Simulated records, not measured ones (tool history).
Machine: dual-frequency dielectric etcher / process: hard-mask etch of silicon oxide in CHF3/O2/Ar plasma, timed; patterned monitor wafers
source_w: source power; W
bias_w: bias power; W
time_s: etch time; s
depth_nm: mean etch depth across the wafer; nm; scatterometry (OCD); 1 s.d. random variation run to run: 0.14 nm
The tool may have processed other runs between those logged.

run,hour,source_w,bias_w,time_s,depth_nm
1,0,690,171,31,65.164
2,7.6,690,159,31,63.686
3,15.1,690,179,31,66.228
4,19.6,690,179,32.5,69.745
5,24.8,670,174,32.5,68.028
6,29.4,650,172,32.5,67.367
7,33.2,630,168,32.5,65.697

The next listed run, before its measurement:
8,42,610,166,32.5,?

depth_nm: 64.881 nm
